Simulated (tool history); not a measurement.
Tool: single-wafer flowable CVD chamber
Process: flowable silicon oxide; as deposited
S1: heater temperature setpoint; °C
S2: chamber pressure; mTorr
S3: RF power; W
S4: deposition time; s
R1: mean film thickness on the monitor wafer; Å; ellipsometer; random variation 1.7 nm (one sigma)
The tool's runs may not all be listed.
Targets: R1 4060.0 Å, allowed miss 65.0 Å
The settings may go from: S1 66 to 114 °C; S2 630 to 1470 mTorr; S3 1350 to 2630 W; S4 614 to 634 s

run    day   S1    S2    S3   S4      R1
  1  0.000   90  1050  1990  614  6483.5
  2  0.254   90  1050  2170  614  6562.4
  3  0.279   90  1050  2170  634  6731.0
  4  0.388   90  1050  2170  614  6602.1
  5  0.642   93  1050  2170  614  5887.7
  6  0.925   95  1050  2170  614  5408.8
  7  0.954   97  1050  2170  614  5093.1
  8  1.254  106  1050  2170  614  3592.9
  9  1.567  105  1050  2170  614  3712.8
 10  1.896  104  1050  2170  614  3872.4

Which of these 5 next moves meets every target?
  A  2.225  107  1080  2270  632   ?
  B  2.225  102  1070  2120  627   ?
  C  2.225  113  1370  2290  634   ?
  D  2.225  104   980  1915  621   ?
  E  2.225  100   910  2270  634   ?

move      R1
   A  3670.6
   B  4308.2
   C  3723.8
   D  3550.5
   E  4047.2
A: further off than the last run
B: takes the result that was furthest off past its target
C: further off than the last run
D: further off than the last run
E: meets every target
Move E is the one to make.
